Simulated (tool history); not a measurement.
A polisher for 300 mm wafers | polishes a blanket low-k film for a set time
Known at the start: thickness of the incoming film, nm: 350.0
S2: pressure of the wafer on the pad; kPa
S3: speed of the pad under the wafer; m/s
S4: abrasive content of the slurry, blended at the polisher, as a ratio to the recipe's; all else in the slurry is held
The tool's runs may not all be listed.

Run 1, hour 0.0: flow of slurry (ml/min) 265, S2 15.9 kPa, S3 1.12 m/s, S4 1.0, polishing time (s) 27. Result: film removed (nm) 10.5090.
Run 2, hour 6.1: flow of slurry (ml/min) 265, S2 13.1 kPa, S3 1.04 m/s, S4 1.0, polishing time (s) 27. Result: film removed (nm) 9.0575.
Run 3, hour 11.6: flow of slurry (ml/min) 265, S2 15.2 kPa, S3 1.04 m/s, S4 1.0, polishing time (s) 27. Result: film removed (nm) 9.7979.
Run 4, hour 20.6: flow of slurry (ml/min) 265, S2 13.1 kPa, S3 0.90 m/s, S4 1.0, polishing time (s) 27. Result: film removed (nm) 8.1775.
Run 5, hour 28.5: flow of slurry (ml/min) 265, S2 13.1 kPa, S3 0.64 m/s, S4 1.0, polishing time (s) 27. Result: film removed (nm) 6.4020.
Run 6, hour 32.8: flow of slurry (ml/min) 240, S2 13.1 kPa, S3 0.64 m/s, S4 1.0, polishing time (s) 27. Result: film removed (nm) 6.3490.

Run 7 comes next. What will it give?
At hour 35.5: conditioning disc replaced and pad reconditioned.
Run 7, hour 35.5: flow of slurry (ml/min) 235, S2 11.7 kPa, S3 0.64 m/s, S4 1.0, polishing time (s) 27. Result: film removed (nm) ?.

Logged for run 7: film removed (nm) 6.4909.
